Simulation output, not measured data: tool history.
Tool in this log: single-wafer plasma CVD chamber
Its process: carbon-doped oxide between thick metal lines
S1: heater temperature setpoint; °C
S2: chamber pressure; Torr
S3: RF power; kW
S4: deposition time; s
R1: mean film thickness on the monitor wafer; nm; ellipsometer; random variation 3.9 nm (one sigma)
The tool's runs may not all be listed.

{"run": 1, "hour": 0.0, "S1": 350, "S2": 3.51, "S3": 0.57, "S4": 274, "R1": 1468.2}
{"run": 2, "hour": 8.1, "S1": 346, "S2": 3.77, "S3": 0.59, "S4": 274, "R1": 1536.7}
{"run": 3, "hour": 14.7, "S1": 346, "S2": 3.18, "S3": 0.59, "S4": 274, "R1": 1506.3}
{"run": 4, "hour": 21.7, "S1": 346, "S2": 3.18, "S3": 0.59, "S4": 274, "R1": 1499.0}
{"run": 5, "hour": 24.6, "S1": 346, "S2": 2.95, "S3": 0.59, "S4": 274, "R1": 1494.0}
{"run": 6, "hour": 29.9, "S1": 346, "S2": 2.71, "S3": 0.59, "S4": 274, "R1": 1485.3}
{"run": 7, "hour": 36.1, "S1": 343, "S2": 2.98, "S3": 0.61, "S4": 274, "R1": 1540.7}
{"run": 8, "hour": 41.1, "S1": 340, "S2": 3.24, "S3": 0.62, "S4": 274, "R1": 1593.4}
{"run": 9, "hour": 48.5, "S1": 338, "S2": 3.47, "S3": 0.625, "S4": 274, "R1": 1619.6}
{"run": 10, "hour": 53.9, "S1": 336, "S2": 3.67, "S3": 0.63, "S4": 274, "R1": 1651.1}
{"run": 11, "hour": 58.8, "S1": 334, "S2": 3.83, "S3": 0.635, "S4": 274, "R1": 1671.9}
{"run": 12, "hour": 67.6, "S1": 333, "S2": 3.97, "S3": 0.64, "S4": 274, "R1": 1698.9}
{"run": 13, "hour": 68.7, "S1": 332, "S2": 4.06, "S3": 0.64, "S4": 274, "R1": 1710.4}
{"run": 14, "hour": 69.6, "S1": 331, "S2": 4.13, "S3": 0.64, "S4": 274, "R1": 1718.6}
{"run": 15, "hour": 76.8, "S1": 330, "S2": 4.2, "S3": 0.64, "S4": 274, "R1": 1727.9}
{"run": 16, "hour": 80.0, "S1": 329, "S2": 4.25, "S3": 0.64, "S4": 274, "R1": 1732.0}
{"run": 17, "hour": 85.9, "S1": 329, "S2": 4.31, "S3": 0.64, "S4": 274, "R1": 1734.8}
{"run": 18, "hour": 89.4, "S1": 329, "S2": 4.36, "S3": 0.64, "S4": 274, "R1": 1744.3}

Estimate the outcome of run 19 from the log above:
{"run": 19, "hour": 98.2, "S1": 329, "S2": 4.39, "S3": 0.64, "S4": 274, "R1": "?"}

Run 19 yielded R1 1741.2 nm.
